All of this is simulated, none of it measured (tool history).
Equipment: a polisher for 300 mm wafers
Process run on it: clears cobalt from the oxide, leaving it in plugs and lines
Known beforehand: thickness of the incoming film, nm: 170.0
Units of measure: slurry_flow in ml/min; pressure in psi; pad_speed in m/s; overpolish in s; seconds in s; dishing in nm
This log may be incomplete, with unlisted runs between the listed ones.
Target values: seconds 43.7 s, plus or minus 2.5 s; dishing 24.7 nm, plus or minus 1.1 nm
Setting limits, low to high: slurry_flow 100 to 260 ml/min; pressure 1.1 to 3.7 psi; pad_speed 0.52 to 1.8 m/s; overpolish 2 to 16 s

{"run": 1, "day": 0.0, "slurry_flow": 165, "pressure": 2.4, "pad_speed": 1.16, "overpolish": 8, "seconds": 21.804, "dishing": 28.538}
{"run": 2, "day": 0.25, "slurry_flow": 165, "pressure": 2.4, "pad_speed": 1, "overpolish": 8, "seconds": 25.41, "dishing": 27.556}
{"run": 3, "day": 0.421, "slurry_flow": 165, "pressure": 2.3, "pad_speed": 1, "overpolish": 8, "seconds": 25.489, "dishing": 26.724}
{"run": 4, "day": 0.654, "slurry_flow": 165, "pressure": 2.3, "pad_speed": 1.22, "overpolish": 8, "seconds": 21.713, "dishing": 28.323}
{"run": 5, "day": 0.725, "slurry_flow": 165, "pressure": 2.3, "pad_speed": 1.22, "overpolish": 10, "seconds": 21.647, "dishing": 30.618}
{"run": 6, "day": 0.996, "slurry_flow": 165, "pressure": 2.2, "pad_speed": 1.2, "overpolish": 10, "seconds": 22.86, "dishing": 30.944}
{"run": 7, "day": 1.021, "slurry_flow": 165, "pressure": 2.1, "pad_speed": 1.18, "overpolish": 10, "seconds": 23.324, "dishing": 30.081}
{"run": 8, "day": 1.054, "slurry_flow": 165, "pressure": 2, "pad_speed": 1.14, "overpolish": 10, "seconds": 26.626, "dishing": 28.561}
{"run": 9, "day": 1.375, "slurry_flow": 165, "pressure": 1.9, "pad_speed": 1.14, "overpolish": 10, "seconds": 26.627, "dishing": 29.433}
{"run": 10, "day": 1.525, "slurry_flow": 165, "pressure": 1.8, "pad_speed": 1.12, "overpolish": 10, "seconds": 28.871, "dishing": 28.988}
{"run": 11, "day": 1.596, "slurry_flow": 165, "pressure": 1.7, "pad_speed": 1.1, "overpolish": 10, "seconds": 30.643, "dishing": 26.956}
{"run": 12, "day": 1.883, "slurry_flow": 165, "pressure": 1.6, "pad_speed": 1.08, "overpolish": 10, "seconds": 32.564, "dishing": 26.617}
{"run": 13, "day": 2.071, "slurry_flow": 165, "pressure": 1.5, "pad_speed": 1.08, "overpolish": 10, "seconds": 34.482, "dishing": 26.304}
{"run": 14, "day": 2.433, "slurry_flow": 165, "pressure": 1.3, "pad_speed": 1.04, "overpolish": 10, "seconds": 39.353, "dishing": 24.376}

Exactly one of the 4 candidate moves below puts every result within its allowed miss. Which one?
{"run": "A", "day": 2.796, "slurry_flow": 180, "pressure": 1.5, "pad_speed": 1, "overpolish": 9, "seconds": "?", "dishing": "?"}
{"run": "B", "day": 2.796, "slurry_flow": 180, "pressure": 1.2, "pad_speed": 0.96, "overpolish": 11, "seconds": "?", "dishing": "?"}
{"run": "C", "day": 2.796, "slurry_flow": 180, "pressure": 1.4, "pad_speed": 0.76, "overpolish": 12, "seconds": "?", "dishing": "?"}
{"run": "D", "day": 2.796, "slurry_flow": 155, "pressure": 1.2, "pad_speed": 0.92, "overpolish": 10, "seconds": "?", "dishing": "?"}

move=A seconds=36.095 dishing=24.41
move=B seconds=44.25 dishing=24.422
move=C seconds=48.426 dishing=24.407
move=D seconds=46.949 dishing=22.449
A: misses by more than the last run did
B: all results in spec
C: carries the result that was furthest off beyond its target, to the other side
D: carries the result that was furthest off beyond its target, to the other side
Move B is the one to make.
